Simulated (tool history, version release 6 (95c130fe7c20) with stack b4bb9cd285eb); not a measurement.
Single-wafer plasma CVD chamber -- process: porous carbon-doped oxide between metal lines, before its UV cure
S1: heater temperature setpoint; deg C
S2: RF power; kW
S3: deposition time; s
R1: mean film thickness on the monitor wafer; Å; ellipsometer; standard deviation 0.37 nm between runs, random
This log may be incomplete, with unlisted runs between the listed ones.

{"run": 1, "hour": 0.0, "S1": 310, "S2": 0.6, "S3": 25.2, "R1": 1401.1}
{"run": 2, "hour": 4.8, "S1": 310, "S2": 0.54, "S3": 25.2, "R1": 1281.2}
{"run": 3, "hour": 9.3, "S1": 312, "S2": 0.52, "S3": 25.1, "R1": 1208.7}
{"run": 4, "hour": 18.0, "S1": 316, "S2": 0.52, "S3": 25.1, "R1": 1186.6}
{"run": 5, "hour": 22.2, "S1": 312, "S2": 0.52, "S3": 25.1, "R1": 1219.8}
{"run": 6, "hour": 24.0, "S1": 315, "S2": 0.51, "S3": 25, "R1": 1172.3}
{"run": 7, "hour": 26.9, "S1": 317, "S2": 0.5, "S3": 25, "R1": 1126.8}
{"run": 8, "hour": 33.0, "S1": 319, "S2": 0.495, "S3": 25, "R1": 1109.6}
{"run": 9, "hour": 33.7, "S1": 321, "S2": 0.49, "S3": 25, "R1": 1077.2}

What will run 10 give?
{"run": 10, "hour": 37.3, "S1": 321, "S2": 0.49, "S3": 25, "R1": "?"}

R1: 1086.5 Å
